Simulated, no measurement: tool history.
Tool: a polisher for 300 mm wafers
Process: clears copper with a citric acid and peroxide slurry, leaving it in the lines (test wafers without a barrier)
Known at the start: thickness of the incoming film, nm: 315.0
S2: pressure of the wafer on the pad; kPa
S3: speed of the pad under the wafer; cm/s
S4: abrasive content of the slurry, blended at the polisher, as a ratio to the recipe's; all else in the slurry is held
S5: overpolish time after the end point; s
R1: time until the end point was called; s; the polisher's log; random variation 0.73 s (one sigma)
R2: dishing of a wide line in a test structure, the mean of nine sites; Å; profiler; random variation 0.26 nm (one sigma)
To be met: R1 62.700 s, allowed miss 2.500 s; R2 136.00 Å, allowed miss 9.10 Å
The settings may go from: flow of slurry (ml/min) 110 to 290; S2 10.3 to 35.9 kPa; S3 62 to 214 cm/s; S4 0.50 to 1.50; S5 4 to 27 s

{"run": 1, "day": 0.0, "flow of slurry (ml/min)": 185, "S2": 22.8, "S3": 138, "S4": 1.0, "S5": 14, "R1": 78.688, "R2": 335.2}
{"run": 2, "day": 0.133, "flow of slurry (ml/min)": 185, "S2": 22.8, "S3": 124, "S4": 1.0, "S5": 14, "R1": 86.777, "R2": 317.64}
{"run": 3, "day": 0.175, "flow of slurry (ml/min)": 185, "S2": 22.8, "S3": 104, "S4": 1.0, "S5": 14, "R1": 96.329, "R2": 281.89}
{"run": 4, "day": 0.258, "flow of slurry (ml/min)": 210, "S2": 24.8, "S3": 94, "S4": 1.1, "S5": 12, "R1": 89.703, "R2": 269.35}
{"run": 5, "day": 0.45, "flow of slurry (ml/min)": 180, "S2": 24.8, "S3": 94, "S4": 1.1, "S5": 12, "R1": 92.882, "R2": 256.72}
{"run": 6, "day": 0.821, "flow of slurry (ml/min)": 180, "S2": 29.6, "S3": 94, "S4": 1.1, "S5": 12, "R1": 78.189, "R2": 311.04}
{"run": 7, "day": 1.146, "flow of slurry (ml/min)": 165, "S2": 26.9, "S3": 114, "S4": 1.2, "S5": 10, "R1": 73.655, "R2": 277.72}
{"run": 8, "day": 1.296, "flow of slurry (ml/min)": 165, "S2": 26.9, "S3": 114, "S4": 1.2, "S5": 10, "R1": 74.636, "R2": 272.19}
{"run": 9, "day": 1.646, "flow of slurry (ml/min)": 175, "S2": 23.4, "S3": 144, "S4": 1.2, "S5": 4, "R1": 70.812, "R2": 120.09}
{"run": 10, "day": 1.838, "flow of slurry (ml/min)": 180, "S2": 24.1, "S3": 144, "S4": 1.2, "S5": 4, "R1": 69.127, "R2": 127.71}

5 next moves are on the table. One of them brings every result within its allowed miss. Which?
{"run": "A", "day": 2.029, "flow of slurry (ml/min)": 160, "S2": 24.1, "S3": 170, "S4": 0.75, "S5": 4, "R1": "?", "R2": "?"}
{"run": "B", "day": 2.029, "flow of slurry (ml/min)": 165, "S2": 26.9, "S3": 162, "S4": 1.25, "S5": 4, "R1": "?", "R2": "?"}
{"run": "C", "day": 2.029, "flow of slurry (ml/min)": 175, "S2": 27.6, "S3": 158, "S4": 1.15, "S5": 4, "R1": "?", "R2": "?"}
{"run": "D", "day": 2.029, "flow of slurry (ml/min)": 150, "S2": 30.3, "S3": 130, "S4": 1.1, "S5": 4, "R1": "?", "R2": "?"}
{"run": "E", "day": 2.029, "flow of slurry (ml/min)": 180, "S2": 22.8, "S3": 144, "S4": 1.35, "S5": 4, "R1": "?", "R2": "?"}

move=A R1=67.931 R2=130.03
move=B R1=55.679 R2=156.78
move=C R1=56.077 R2=155.80
move=D R1=61.096 R2=144.03
move=E R1=69.481 R2=127.22
A: nearer than the last run, and not there yet
B: takes the result that was furthest off past its target
C: takes the result that was furthest off past its target
D: meets every target
E: further off than the last run
The right move is D.

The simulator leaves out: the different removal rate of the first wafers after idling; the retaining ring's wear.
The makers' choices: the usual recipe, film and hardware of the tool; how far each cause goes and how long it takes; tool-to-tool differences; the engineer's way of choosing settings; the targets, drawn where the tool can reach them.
